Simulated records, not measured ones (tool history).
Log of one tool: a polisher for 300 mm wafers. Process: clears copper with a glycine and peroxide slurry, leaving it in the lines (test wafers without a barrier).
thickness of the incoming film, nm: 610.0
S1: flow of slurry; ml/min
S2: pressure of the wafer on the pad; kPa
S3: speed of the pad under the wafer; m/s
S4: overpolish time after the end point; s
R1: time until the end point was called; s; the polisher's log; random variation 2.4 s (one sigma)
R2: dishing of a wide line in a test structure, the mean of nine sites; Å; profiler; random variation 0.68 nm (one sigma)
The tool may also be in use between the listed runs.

run 1 hour=0.0 | S1=310 S2=18.6 S3=0.86 S4=11 | R1=130.29 R2=399.95
run 2 hour=1.2 | S1=310 S2=17.2 S3=0.86 S4=11 | R1=136.32 R2=377.06
run 3 hour=9.8 | S1=310 S2=15.9 S3=0.86 S4=11 | R1=145.58 R2=362.63
run 4 hour=11.5 | S1=240 S2=15.9 S3=0.86 S4=11 | R1=149.05 R2=351.59
run 5 hour=13.6 | S1=240 S2=15.2 S3=0.86 S4=11 | R1=147.37 R2=339.20
run 6 hour=22.4 | S1=240 S2=14.5 S3=0.86 S4=11 | R1=158.07 R2=328.31
run 7 hour=29.9 | S1=240 S2=13.8 S3=0.86 S4=11 | R1=163.10 R2=317.75

Run 8 comes next. What will it give?
run 8 hour=35.2 | S1=240 S2=13.1 S3=0.86 S4=11 | R1=? R2=?

{"run 8": {"R1": 164.96, "R2": 310.96}}
